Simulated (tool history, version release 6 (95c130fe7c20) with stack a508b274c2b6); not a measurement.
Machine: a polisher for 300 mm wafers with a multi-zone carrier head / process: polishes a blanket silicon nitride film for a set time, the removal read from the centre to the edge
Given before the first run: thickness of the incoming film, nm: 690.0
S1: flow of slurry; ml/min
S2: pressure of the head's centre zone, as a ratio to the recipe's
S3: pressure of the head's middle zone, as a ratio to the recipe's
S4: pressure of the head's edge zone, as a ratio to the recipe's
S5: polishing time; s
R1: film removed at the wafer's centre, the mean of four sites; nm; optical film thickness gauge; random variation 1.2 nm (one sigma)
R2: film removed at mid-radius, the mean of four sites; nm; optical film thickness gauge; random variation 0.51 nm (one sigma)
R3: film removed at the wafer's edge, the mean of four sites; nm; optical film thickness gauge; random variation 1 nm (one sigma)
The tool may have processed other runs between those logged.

Run 1, hour 0.0: S1 195 ml/min, S2 1.00, S3 1.00, S4 1.00, S5 65 s. Result: R1 131.450 nm, R2 129.310 nm, R3 132.320 nm.
Run 2, hour 6.6: S1 195 ml/min, S2 0.93, S3 1.00, S4 1.00, S5 65 s. Result: R1 125.040 nm, R2 129.870 nm, R3 130.740 nm.
Run 3, hour 14.0: S1 195 ml/min, S2 0.97, S3 1.00, S4 1.00, S5 65 s. Result: R1 132.660 nm, R2 131.410 nm, R3 131.690 nm.
Run 4, hour 19.2: S1 195 ml/min, S2 0.91, S3 1.00, S4 1.00, S5 65 s. Result: R1 120.620 nm, R2 129.650 nm, R3 132.470 nm.
Run 5, hour 21.5: S1 195 ml/min, S2 0.91, S3 1.00, S4 1.00, S5 49 s. Result: R1 91.609 nm, R2 97.825 nm, R3 96.997 nm.
Run 6, hour 26.3: S1 190 ml/min, S2 0.90, S3 0.99, S4 0.95, S5 47 s. Result: R1 85.154 nm, R2 91.799 nm, R3 90.370 nm.

Forecast run 7:
Run 7, hour 32.0: S1 180 ml/min, S2 0.91, S3 0.99, S4 0.91, S5 46 s. Result: R1 ?, R2 ?, R3 ?.

R1: 83.314 nm
R2: 88.556 nm
R3: 87.169 nm

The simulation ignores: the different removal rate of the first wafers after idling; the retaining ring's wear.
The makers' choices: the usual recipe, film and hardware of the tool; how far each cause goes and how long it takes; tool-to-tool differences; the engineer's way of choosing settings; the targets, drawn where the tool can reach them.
